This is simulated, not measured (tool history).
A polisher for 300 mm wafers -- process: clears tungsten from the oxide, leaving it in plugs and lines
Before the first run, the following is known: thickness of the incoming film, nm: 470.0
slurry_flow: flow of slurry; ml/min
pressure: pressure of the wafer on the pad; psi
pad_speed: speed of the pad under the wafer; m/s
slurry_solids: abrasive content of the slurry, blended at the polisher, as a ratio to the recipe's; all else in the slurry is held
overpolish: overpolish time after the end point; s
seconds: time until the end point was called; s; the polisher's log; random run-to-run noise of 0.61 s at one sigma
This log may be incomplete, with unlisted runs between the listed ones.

{"run": 1, "hour": 0.0, "slurry_flow": 140, "pressure": 4.5, "pad_speed": 0.96, "slurry_solids": 1.0, "overpolish": 3, "seconds": 83.279}
{"run": 2, "hour": 3.5, "slurry_flow": 120, "pressure": 4.5, "pad_speed": 0.96, "slurry_solids": 1.0, "overpolish": 3, "seconds": 84.712}
{"run": 3, "hour": 7.5, "slurry_flow": 120, "pressure": 4.5, "pad_speed": 0.96, "slurry_solids": 1.2, "overpolish": 3, "seconds": 80.129}
{"run": 4, "hour": 14.0, "slurry_flow": 125, "pressure": 4.9, "pad_speed": 0.96, "slurry_solids": 1.2, "overpolish": 3, "seconds": 76.206}
{"run": 5, "hour": 16.0, "slurry_flow": 125, "pressure": 4.9, "pad_speed": 0.96, "slurry_solids": 1.2, "overpolish": 3, "seconds": 73.484}
{"run": 6, "hour": 24.0, "slurry_flow": 125, "pressure": 4.9, "pad_speed": 0.96, "slurry_solids": 1.0, "overpolish": 3, "seconds": 77.231}
{"run": 7, "hour": 26.2, "slurry_flow": 125, "pressure": 5.3, "pad_speed": 0.96, "slurry_solids": 1.0, "overpolish": 3, "seconds": 74.448}
{"run": 8, "hour": 28.3, "slurry_flow": 130, "pressure": 5.7, "pad_speed": 0.96, "slurry_solids": 1.0, "overpolish": 3, "seconds": 68.978}

Run 9 has not been measured yet. What should we expect?
{"run": 9, "hour": 29.3, "slurry_flow": 130, "pressure": 5.7, "pad_speed": 0.96, "slurry_solids": 1.0, "overpolish": 3, "seconds": "?"}

Run 9 produced seconds 69.080 s.
